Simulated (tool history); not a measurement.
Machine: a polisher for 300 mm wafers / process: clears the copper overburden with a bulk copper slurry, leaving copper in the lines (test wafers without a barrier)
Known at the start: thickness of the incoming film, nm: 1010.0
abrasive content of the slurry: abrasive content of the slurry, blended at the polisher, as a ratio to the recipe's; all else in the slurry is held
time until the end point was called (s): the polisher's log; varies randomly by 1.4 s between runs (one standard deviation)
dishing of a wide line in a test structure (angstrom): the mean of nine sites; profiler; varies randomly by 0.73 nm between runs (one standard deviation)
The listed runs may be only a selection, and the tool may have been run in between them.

run	hour	flow of slurry (ml/min)	pressure of the wafer on the pad (psi)	speed of the pad under the wafer (cm/s)	abrasive content of the slurry	overpolish time after the end point (s)	time until the end point was called (s)	dishing of a wide line in a test structure (angstrom)
1	0.0	295	2.8	104	1.0	13	123.99	629.15
2	4.3	295	2.7	104	1.0	12	129.26	566.11
3	8.1	295	2.6	104	1.0	12	132.83	554.10
4	8.7	245	2.6	104	1.0	12	132.99	554.88
5	10.1	245	2.6	104	1.2	12	130.23	564.41
6	16.7	295	2.6	104	1.2	12	129.97	571.53
7	24.1	295	2.5	104	1.2	12	133.48	581.68
8	26.9	295	2.4	104	1.2	11	138.09	506.01

Run 9 comes next. What will it give?
9	30.1	295	2.4	104	1.2	11	?	?

time until the end point was called (s): 139.80
dishing of a wide line in a test structure (angstrom): 492.64

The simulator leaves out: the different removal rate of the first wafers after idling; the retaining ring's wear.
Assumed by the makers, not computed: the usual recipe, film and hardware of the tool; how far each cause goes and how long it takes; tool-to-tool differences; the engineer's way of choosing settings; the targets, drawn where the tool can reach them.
